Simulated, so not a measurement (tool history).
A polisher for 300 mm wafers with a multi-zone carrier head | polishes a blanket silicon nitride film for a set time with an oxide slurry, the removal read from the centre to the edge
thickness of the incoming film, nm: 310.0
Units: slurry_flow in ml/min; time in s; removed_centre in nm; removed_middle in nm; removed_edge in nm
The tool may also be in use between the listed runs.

run	hour	slurry_flow	centre_zone	middle_zone	edge_zone	slurry_solids	time	removed_centre	removed_middle	removed_edge
1	0	200	1	1	1	1	58	37.781	37.369	36.029
2	4.4	200	1	1	1	1.1	58	38.184	38.553	37.938
3	5.5	195	0.98	0.98	1.01	1.1	58	37.784	37.934	38.337
4	11.7	190	0.96	0.96	1.01	1.05	58	36.009	36.614	37.129
5	18.2	185	0.95	0.94	1.02	1.05	58	35.786	35.919	37.542
6	24.8	180	0.94	0.93	1.02	1.05	58	34.92	35.025	36.548
7	28.2	175	0.93	0.92	1.03	1.05	58	35.193	35.161	37.724
8	31.7	170	0.92	0.91	1.03	1.05	58	33.861	34.36	37.264
9	40.3	165	0.91	0.9	1.03	1.05	58	33.913	33.855	37.275

Forecast run 10:
10	42.8	160	0.9	0.89	1.03	1.05	58	?	?	?

removed_centre: 33.167 nm
removed_middle: 33.512 nm
removed_edge: 38.072 nm
